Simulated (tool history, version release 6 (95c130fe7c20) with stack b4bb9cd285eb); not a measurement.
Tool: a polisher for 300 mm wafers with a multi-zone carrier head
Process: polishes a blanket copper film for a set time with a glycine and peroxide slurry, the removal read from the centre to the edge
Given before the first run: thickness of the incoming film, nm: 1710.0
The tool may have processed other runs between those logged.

run  hour  flow of slurry (ml/min)  pressure of the head's centre zone  pressure of the head's middle zone  pressure of the head's edge zone  polishing time (s)  film removed at the wafer's centre (nm)  film removed at mid-radius (nm)  film removed at the wafer's edge (nm)
  1   0.0                      160                                1.00                                1.00                              1.00                  73                                   628.37                           609.80                                 636.49
  2   6.9                      120                                1.00                                1.00                              1.00                  73                                   608.74                           616.39                                 620.03
  3  11.0                      125                                1.03                                0.96                              0.96                  71                                   610.41                           560.99                                 577.02
  4  17.5                      125                                1.04                                0.94                              0.94                  71                                   612.11                           550.45                                 577.68
  5  24.6                      125                                0.96                                0.94                              0.94                  71                                   570.07                           542.53                                 573.33
  6  31.6                      125                                0.96                                0.94                              0.94                  54                                   437.11                           420.60                                 452.14
  7  35.1                      140                                1.04                                0.96                              0.97                  56                                   486.97                           450.81                                 470.37
  8  39.6                      150                                1.09                                0.96                              0.99                  58                                   543.52                           480.57                                 499.29

The next listed run, before its measurement:
  9  42.2                      160                                1.12                                0.96                              1.01                  58                                        ?                                ?                                      ?

film removed at the wafer's centre (nm): 567.74
film removed at mid-radius (nm): 465.26
film removed at the wafer's edge (nm): 513.16

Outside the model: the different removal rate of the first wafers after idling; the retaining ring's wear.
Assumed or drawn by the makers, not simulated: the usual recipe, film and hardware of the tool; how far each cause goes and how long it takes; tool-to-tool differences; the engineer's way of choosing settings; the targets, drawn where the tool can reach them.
